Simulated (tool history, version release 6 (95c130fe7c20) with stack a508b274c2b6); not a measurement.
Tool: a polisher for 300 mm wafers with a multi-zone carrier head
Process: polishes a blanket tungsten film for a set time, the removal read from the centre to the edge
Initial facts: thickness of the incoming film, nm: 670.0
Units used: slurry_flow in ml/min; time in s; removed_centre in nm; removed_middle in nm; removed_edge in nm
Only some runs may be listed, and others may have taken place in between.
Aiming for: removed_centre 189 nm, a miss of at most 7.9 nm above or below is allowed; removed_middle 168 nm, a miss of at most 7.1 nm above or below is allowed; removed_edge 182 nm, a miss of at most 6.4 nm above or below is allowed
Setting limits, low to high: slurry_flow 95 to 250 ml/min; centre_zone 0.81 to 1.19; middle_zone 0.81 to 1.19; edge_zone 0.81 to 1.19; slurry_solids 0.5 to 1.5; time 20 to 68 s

run 1 hour=0 | slurry_flow=160 centre_zone=1 middle_zone=1 edge_zone=1 slurry_solids=1 time=44 | removed_centre=219.74 removed_middle=207.73 removed_edge=217.63
run 2 hour=4.3 | slurry_flow=155 centre_zone=1 middle_zone=0.98 edge_zone=0.98 slurry_solids=0.95 time=44 | removed_centre=215.48 removed_middle=198.38 removed_edge=209.7
run 3 hour=5.3 | slurry_flow=155 centre_zone=1.07 middle_zone=0.98 edge_zone=0.98 slurry_solids=0.95 time=44 | removed_centre=227.73 removed_middle=201.16 removed_edge=210
run 4 hour=10.6 | slurry_flow=150 centre_zone=1.05 middle_zone=0.97 edge_zone=0.96 slurry_solids=0.9 time=44 | removed_centre=223.42 removed_middle=198.58 removed_edge=207.35
run 5 hour=15 | slurry_flow=150 centre_zone=1.05 middle_zone=0.97 edge_zone=0.9 slurry_solids=0.9 time=44 | removed_centre=217.04 removed_middle=198.76 removed_edge=201.59
run 6 hour=19.1 | slurry_flow=145 centre_zone=1.04 middle_zone=0.95 edge_zone=0.89 slurry_solids=0.85 time=44 | removed_centre=209.76 removed_middle=191.36 removed_edge=196.7
run 7 hour=22.6 | slurry_flow=140 centre_zone=1.04 middle_zone=0.94 edge_zone=0.88 slurry_solids=0.8 time=44 | removed_centre=208.49 removed_middle=183.44 removed_edge=195.02
run 8 hour=26.4 | slurry_flow=135 centre_zone=1.03 middle_zone=0.94 edge_zone=0.87 slurry_solids=0.8 time=44 | removed_centre=201.22 removed_middle=186.22 removed_edge=191.87
run 9 hour=31 | slurry_flow=130 centre_zone=1.03 middle_zone=0.93 edge_zone=0.86 slurry_solids=0.8 time=44 | removed_centre=208.42 removed_middle=180.22 removed_edge=189.08
run 10 hour=37.6 | slurry_flow=130 centre_zone=1.01 middle_zone=0.93 edge_zone=0.86 slurry_solids=0.8 time=44 | removed_centre=200.02 removed_middle=182.02 removed_edge=191.11
run 11 hour=39 | slurry_flow=125 centre_zone=1.01 middle_zone=0.92 edge_zone=0.85 slurry_solids=0.8 time=44 | removed_centre=200.45 removed_middle=178.56 removed_edge=189.42
run 12 hour=42.3 | slurry_flow=125 centre_zone=1 middle_zone=0.92 edge_zone=0.84 slurry_solids=0.8 time=44 | removed_centre=193.64 removed_middle=174.77 removed_edge=189.35
run 13 hour=47 | slurry_flow=120 centre_zone=1 middle_zone=0.92 edge_zone=0.83 slurry_solids=0.8 time=44 | removed_centre=191.87 removed_middle=170.05 removed_edge=184.58

Which one of the following 5 next-run settings gets every result inside its allowed miss? There is exactly one.
run A hour=51.7 | slurry_flow=120 centre_zone=0.96 middle_zone=0.83 edge_zone=0.91 slurry_solids=1 time=43 | removed_centre=? removed_middle=? removed_edge=?
run B hour=51.7 | slurry_flow=95 centre_zone=0.88 middle_zone=0.92 edge_zone=0.86 slurry_solids=0.8 time=48 | removed_centre=? removed_middle=? removed_edge=?
run C hour=51.7 | slurry_flow=120 centre_zone=0.96 middle_zone=0.81 edge_zone=0.87 slurry_solids=0.75 time=46 | removed_centre=? removed_middle=? removed_edge=?
run D hour=51.7 | slurry_flow=175 centre_zone=0.97 middle_zone=0.89 edge_zone=0.87 slurry_solids=0.7 time=41 | removed_centre=? removed_middle=? removed_edge=?
run E hour=51.7 | slurry_flow=110 centre_zone=0.92 middle_zone=0.83 edge_zone=0.85 slurry_solids=0.85 time=47 | removed_centre=? removed_middle=? removed_edge=?

move=A removed_centre=189.19 removed_middle=162.76 removed_edge=191.59
move=B removed_centre=170.24 removed_middle=175.9 removed_edge=190.46
move=C removed_centre=190.58 removed_middle=160.75 removed_edge=190.06
move=D removed_centre=185.71 removed_middle=165.61 removed_edge=176.85
move=E removed_centre=186.2 removed_middle=167.83 removed_edge=194.33
A: lands further from the targets than the last run did
B: lands further from the targets than the last run did
C: lands further from the targets than the last run did
D: hits every target within its allowed miss
E: lands further from the targets than the last run did
Correct choice: D, which meets every target
